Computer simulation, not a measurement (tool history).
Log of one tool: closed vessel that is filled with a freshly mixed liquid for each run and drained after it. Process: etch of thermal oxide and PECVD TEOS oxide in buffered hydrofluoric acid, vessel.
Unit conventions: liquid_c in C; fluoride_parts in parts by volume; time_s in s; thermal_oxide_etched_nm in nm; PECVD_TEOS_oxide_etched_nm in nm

| run | hour | liquid_c | fluoride_parts | time_s | thermal_oxide_etched_nm | PECVD_TEOS_oxide_etched_nm |
|---|---|---|---|---|---|---|
| 1 | 0 | 23 | 8.5 | 60 | 91.308 | 133.19 |
| 2 | 7.3 | 24 | 8.5 | 60 | 96.374 | 139.85 |
| 3 | 9.5 | 24.5 | 8.5 | 60 | 100.38 | 143.99 |
| 4 | 10.9 | 24.5 | 8.5 | 50 | 83.326 | 119.55 |
| 5 | 11.4 | 22.5 | 8.5 | 50 | 74.624 | 107.99 |
|  | 16.1 | thermometer replaced |
| 6 | 16.1 | 22.5 | 10 | 50 | 56.791 | 83.064 |
| 7 | 17.2 | 23.5 | 10 | 50 | 60.301 | 87.79 |
| 8 | 24.5 | 24.5 | 9.5 | 50 | 67.115 | 95.744 |
| 9 | 31.4 | 25 | 9 | 50 | 69.209 | 100.74 |
| 10 | 33.1 | 25 | 8.5 | 50 | 74.934 | 107.96 |
| 11 | 41.7 | 25 | 8 | 50 | 78.681 | 114.74 |

Run 12, settings as shown, results not yet in. Your forecast:
| 12 | 48.9 | 29 | 7 | 50 | ? | ? |

{"run 12": {"thermal_oxide_etched_nm": 116.48, "PECVD_TEOS_oxide_etched_nm": 164.89}}

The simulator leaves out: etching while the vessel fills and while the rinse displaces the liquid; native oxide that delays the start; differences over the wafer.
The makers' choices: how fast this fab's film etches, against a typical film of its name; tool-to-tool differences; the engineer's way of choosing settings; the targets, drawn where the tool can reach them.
